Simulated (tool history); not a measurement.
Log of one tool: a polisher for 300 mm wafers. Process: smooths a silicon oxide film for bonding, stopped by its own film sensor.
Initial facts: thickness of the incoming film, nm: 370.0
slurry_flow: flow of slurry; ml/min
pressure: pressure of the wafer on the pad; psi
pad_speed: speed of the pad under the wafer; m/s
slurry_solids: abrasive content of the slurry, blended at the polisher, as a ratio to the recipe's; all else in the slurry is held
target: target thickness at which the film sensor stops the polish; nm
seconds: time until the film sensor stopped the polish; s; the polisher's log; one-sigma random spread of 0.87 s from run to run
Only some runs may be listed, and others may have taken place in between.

run  hour  slurry_flow  pressure  pad_speed  slurry_solids  target  seconds
  1   0.0          315       1.5       0.74            1.0     357   42.300
  2   4.3          315       1.4       0.74            1.0     357   45.087
  3   7.7          315       1.6       0.74            1.0     357   39.532
  4  11.3          315       1.6       0.74            1.0     357   39.673
  5  12.0          315       1.6       0.74            1.1     357   38.133
     14.7  -- slurry blender recalibrated
  6  14.7          315       1.4       0.72            1.1     357   41.313

Run 7 has not been measured yet. What should we expect?
  7  18.7          315       1.3       0.68            1.1     357        ?

Run 7 gave seconds 45.824 s.
